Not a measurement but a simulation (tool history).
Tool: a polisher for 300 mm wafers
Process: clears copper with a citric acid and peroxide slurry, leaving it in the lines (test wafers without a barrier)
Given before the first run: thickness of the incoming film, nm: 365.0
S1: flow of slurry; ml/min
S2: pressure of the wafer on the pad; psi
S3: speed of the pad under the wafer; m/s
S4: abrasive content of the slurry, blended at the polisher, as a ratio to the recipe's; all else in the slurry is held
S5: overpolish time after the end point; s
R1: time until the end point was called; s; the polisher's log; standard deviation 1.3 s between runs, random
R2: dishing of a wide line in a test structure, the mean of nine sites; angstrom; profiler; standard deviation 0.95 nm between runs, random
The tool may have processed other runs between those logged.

run	hour	S1	S2	S3	S4	S5	R1	R2
1	0.0	230	4.0	1.32	1.0	22	87.546	636.57
2	3.9	230	4.0	1.32	1.2	22	84.130	621.84
3	12.4	230	4.0	1.32	1.2	16	83.049	494.24
4	20.3	230	4.0	1.32	1.4	16	83.982	517.11
5	28.9	230	4.0	1.32	1.4	7	80.537	249.88
6	31.9	230	4.0	1.66	1.4	7	70.132	290.78
7	39.2	230	4.0	1.66	1.4	8	69.652	325.08
8	44.3	230	3.4	1.62	1.4	18	84.228	520.48

Forecast run 9:
9	45.6	230	3.4	1.64	1.4	16	?	?

{"run 9": {"R1": 82.706, "R2": 500.08}}
